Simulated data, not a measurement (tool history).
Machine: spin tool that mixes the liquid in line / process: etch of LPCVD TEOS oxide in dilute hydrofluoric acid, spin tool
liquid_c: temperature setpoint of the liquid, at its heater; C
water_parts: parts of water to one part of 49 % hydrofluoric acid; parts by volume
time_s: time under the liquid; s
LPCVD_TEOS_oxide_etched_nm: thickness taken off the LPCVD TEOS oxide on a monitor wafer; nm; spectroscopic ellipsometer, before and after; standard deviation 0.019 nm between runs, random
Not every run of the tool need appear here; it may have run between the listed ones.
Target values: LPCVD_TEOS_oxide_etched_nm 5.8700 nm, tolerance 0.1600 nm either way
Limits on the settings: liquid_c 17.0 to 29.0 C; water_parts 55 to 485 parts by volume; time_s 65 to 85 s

Run 1, day 0.000: liquid_c 21.0 C, water_parts 270 parts by volume, time_s 85 s. Result: LPCVD_TEOS_oxide_etched_nm 6.7426 nm.
Run 2, day 0.092: liquid_c 20.0 C, water_parts 270 parts by volume, time_s 85 s. Result: LPCVD_TEOS_oxide_etched_nm 6.4793 nm.
Run 3, day 0.125: liquid_c 20.0 C, water_parts 270 parts by volume, time_s 85 s. Result: LPCVD_TEOS_oxide_etched_nm 6.4845 nm.
Run 4, day 0.233: liquid_c 19.0 C, water_parts 270 parts by volume, time_s 85 s. Result: LPCVD_TEOS_oxide_etched_nm 6.2556 nm.
Run 5, day 0.458: liquid_c 18.5 C, water_parts 270 parts by volume, time_s 85 s. Result: LPCVD_TEOS_oxide_etched_nm 6.1235 nm.
Run 6, day 0.488: liquid_c 18.5 C, water_parts 345 parts by volume, time_s 85 s. Result: LPCVD_TEOS_oxide_etched_nm 4.5153 nm.
Run 7, day 0.850: liquid_c 22.5 C, water_parts 340 parts by volume, time_s 85 s. Result: LPCVD_TEOS_oxide_etched_nm 5.3053 nm.
Run 8, day 1.112: liquid_c 23.5 C, water_parts 340 parts by volume, time_s 85 s. Result: LPCVD_TEOS_oxide_etched_nm 5.5078 nm.
Run 9, day 1.375: liquid_c 24.0 C, water_parts 340 parts by volume, time_s 85 s. Result: LPCVD_TEOS_oxide_etched_nm 5.6084 nm.
At day 1.679: thermometer replaced.
Run 10, day 1.679: liquid_c 24.5 C, water_parts 340 parts by volume, time_s 85 s. Result: LPCVD_TEOS_oxide_etched_nm 6.0958 nm.
Run 11, day 1.767: liquid_c 24.5 C, water_parts 340 parts by volume, time_s 85 s. Result: LPCVD_TEOS_oxide_etched_nm 6.0947 nm.

Pick the move, out of 5, that brings all results within their allowed miss; only one does.
Run A, day 1.854: liquid_c 22.0 C, water_parts 330 parts by volume, time_s 85 s. Result: LPCVD_TEOS_oxide_etched_nm ?.
Run B, day 1.854: liquid_c 23.5 C, water_parts 245 parts by volume, time_s 65 s. Result: LPCVD_TEOS_oxide_etched_nm ?.
Run C, day 1.854: liquid_c 26.0 C, water_parts 330 parts by volume, time_s 80 s. Result: LPCVD_TEOS_oxide_etched_nm ?.
Run D, day 1.854: liquid_c 25.5 C, water_parts 270 parts by volume, time_s 65 s. Result: LPCVD_TEOS_oxide_etched_nm ?.
Run E, day 1.854: liquid_c 29.0 C, water_parts 300 parts by volume, time_s 65 s. Result: LPCVD_TEOS_oxide_etched_nm ?.

move  LPCVD_TEOS_oxide_etched_nm
   A                      5.8450
   B                      6.8896
   C                      6.3061
   D                      6.5411
   E                      6.4167
A: each result inside its tolerance
B: misses by more than the last run did
C: misses by more than the last run did
D: misses by more than the last run did
E: misses by more than the last run did
Correct choice: A, which meets every target

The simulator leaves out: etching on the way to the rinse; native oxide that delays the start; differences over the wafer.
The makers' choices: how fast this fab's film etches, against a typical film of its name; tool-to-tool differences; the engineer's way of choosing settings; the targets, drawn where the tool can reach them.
